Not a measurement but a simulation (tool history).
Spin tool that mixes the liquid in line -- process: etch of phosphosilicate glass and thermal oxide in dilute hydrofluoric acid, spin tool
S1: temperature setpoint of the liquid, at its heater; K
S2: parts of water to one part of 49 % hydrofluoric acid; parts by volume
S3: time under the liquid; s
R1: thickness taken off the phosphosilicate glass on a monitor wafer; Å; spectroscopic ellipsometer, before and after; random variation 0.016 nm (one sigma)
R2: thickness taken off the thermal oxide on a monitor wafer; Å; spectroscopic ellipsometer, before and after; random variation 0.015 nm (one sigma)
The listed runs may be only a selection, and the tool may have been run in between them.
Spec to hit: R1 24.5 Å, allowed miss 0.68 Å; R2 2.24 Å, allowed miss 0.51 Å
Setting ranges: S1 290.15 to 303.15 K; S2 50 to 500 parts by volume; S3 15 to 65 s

Run 1, hour 0: S1 295.15 K, S2 275 parts by volume, S3 35 s. Result: R1 56.91 Å, R2 4.8158 Å.
Run 2, hour 2.4: S1 295.15 K, S2 355 parts by volume, S3 35 s. Result: R1 40.94 Å, R2 3.307 Å.
Run 3, hour 5.7: S1 294.15 K, S2 375 parts by volume, S3 35 s. Result: R1 36.204 Å, R2 3.5136 Å.
Run 4, hour 11.8: S1 294.15 K, S2 375 parts by volume, S3 25 s. Result: R1 26.254 Å, R2 2.2855 Å.
Run 5, hour 19: S1 293.65 K, S2 375 parts by volume, S3 25 s. Result: R1 25.675 Å, R2 2.1913 Å.
Run 6, hour 21.7: S1 293.65 K, S2 330 parts by volume, S3 25 s. Result: R1 29.918 Å, R2 2.9764 Å.
Run 7, hour 30.4: S1 293.65 K, S2 340 parts by volume, S3 25 s. Result: R1 28.896 Å, R2 2.6623 Å.
Run 8, hour 35.9: S1 293.15 K, S2 345 parts by volume, S3 25 s. Result: R1 28.22 Å, R2 2.3409 Å.
Run 9, hour 37.6: S1 293.15 K, S2 350 parts by volume, S3 25 s. Result: R1 27.512 Å, R2 2.68 Å.
Run 10, hour 40.1: S1 293.15 K, S2 355 parts by volume, S3 25 s. Result: R1 27.219 Å, R2 2.5609 Å.
Run 11, hour 46.8: S1 293.15 K, S2 360 parts by volume, S3 25 s. Result: R1 26.665 Å, R2 2.4871 Å.
Run 12, hour 48.7: S1 293.15 K, S2 365 parts by volume, S3 25 s. Result: R1 26.315 Å, R2 2.5411 Å.
Run 13, hour 50.3: S1 293.15 K, S2 370 parts by volume, S3 25 s. Result: R1 25.39 Å, R2 2.2531 Å.

4 next moves are on the table. One of them brings every result within its allowed miss. Which?
Run A, hour 51.9: S1 292.65 K, S2 415 parts by volume, S3 30 s. Result: R1 ?, R2 ?.
Run B, hour 51.9: S1 291.15 K, S2 240 parts by volume, S3 15 s. Result: R1 ?, R2 ?.
Run C, hour 51.9: S1 298.65 K, S2 470 parts by volume, S3 30 s. Result: R1 ?, R2 ?.
Run D, hour 51.9: S1 297.65 K, S2 405 parts by volume, S3 25 s. Result: R1 ?, R2 ?.

move      R1      R2
   A  25.766  2.5372
   B  24.474    2.41
   C   26.45  2.6045
   D  26.249  2.5847
A: moves away from the targets compared with the last run
B: meets every target
C: moves away from the targets compared with the last run
D: moves away from the targets compared with the last run
So the answer is move B, the one that meets all the targets.
